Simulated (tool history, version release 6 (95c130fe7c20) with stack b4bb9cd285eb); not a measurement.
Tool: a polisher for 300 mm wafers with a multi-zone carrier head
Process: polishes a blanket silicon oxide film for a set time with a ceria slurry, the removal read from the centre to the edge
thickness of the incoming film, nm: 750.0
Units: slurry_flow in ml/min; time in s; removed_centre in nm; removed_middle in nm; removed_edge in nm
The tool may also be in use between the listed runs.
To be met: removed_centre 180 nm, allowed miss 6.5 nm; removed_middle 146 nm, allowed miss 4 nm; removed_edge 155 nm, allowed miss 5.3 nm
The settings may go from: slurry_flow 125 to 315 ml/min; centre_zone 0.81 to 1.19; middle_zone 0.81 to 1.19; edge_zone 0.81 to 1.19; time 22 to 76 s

run,hour,slurry_flow,centre_zone,middle_zone,edge_zone,time,removed_centre,removed_middle,removed_edge
1,0,205,1,1,1,49,289.29,289.8,277.24
2,1.4,195,1.01,0.95,0.97,42,243.79,235.33,233.63
3,7.5,195,1.01,0.95,0.97,30,175.41,164.85,166.77
4,9.6,195,1.01,0.95,0.97,22,130.88,121.66,122.2
5,16.7,200,1.04,0.94,0.98,24,143.71,132.39,133.48
6,17.7,200,1.07,0.91,0.97,25,150.31,134.41,140.49
7,26.1,210,1.1,0.89,0.94,26,161.07,138.39,143.98
8,30.7,210,1.1,0.89,0.94,26,163.69,137.68,144.1
9,32.4,220,1.11,0.89,0.95,26,164.22,140.1,143.4
10,35.4,225,1.17,0.86,1.05,29,194.94,150.71,165.87

5 next moves are on the table. One of them brings every result within its allowed miss. Which?
A,38.4,300,1.01,0.98,1.07,26,?,?,?
B,38.4,290,1.13,0.98,0.89,26,?,?,?
C,38.4,200,1.15,0.9,1.06,30,?,?,?
D,38.4,235,1.05,0.93,1.11,26,?,?,?
E,38.4,210,1.18,0.9,1.02,27,?,?,?

move,removed_centre,removed_middle,removed_edge
A,161.95,154.86,155.3
B,174.28,154.29,145.99
C,192.9,157.98,172.02
D,161.13,144.07,154.07
E,178.29,143.24,153.7
A: takes the result that was furthest off past its target
B: brings the result that was furthest off to its target, and leaves another outside
C: further off than the last run
D: takes the result that was furthest off past its target
E: meets every target
The right move is E.
